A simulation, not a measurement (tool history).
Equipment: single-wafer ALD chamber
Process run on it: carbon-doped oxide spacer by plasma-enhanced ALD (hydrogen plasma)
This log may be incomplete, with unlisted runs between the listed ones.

run  hour  heater temperature setpoint (deg C)  number of ALD cycles (cycles)  mean film thickness on the monitor wafer (angstrom)
  1     0                                  400                            277                                               134.81
  2   5.6                                  400                            288                                               139.43
  3  11.1                                  400                            297                                               143.26
  4    18                                  409                            297                                               140.36
  5    19                                  417                            297                                               137.68
  6  22.6                                  408                            297                                               141.08
  7  23.8                                  408                            297                                               140.74

The next listed run, before its measurement:
  8  30.3                                  406                            304                                                    ?

{"run 8": {"mean film thickness on the monitor wafer (angstrom)": 145.04}}
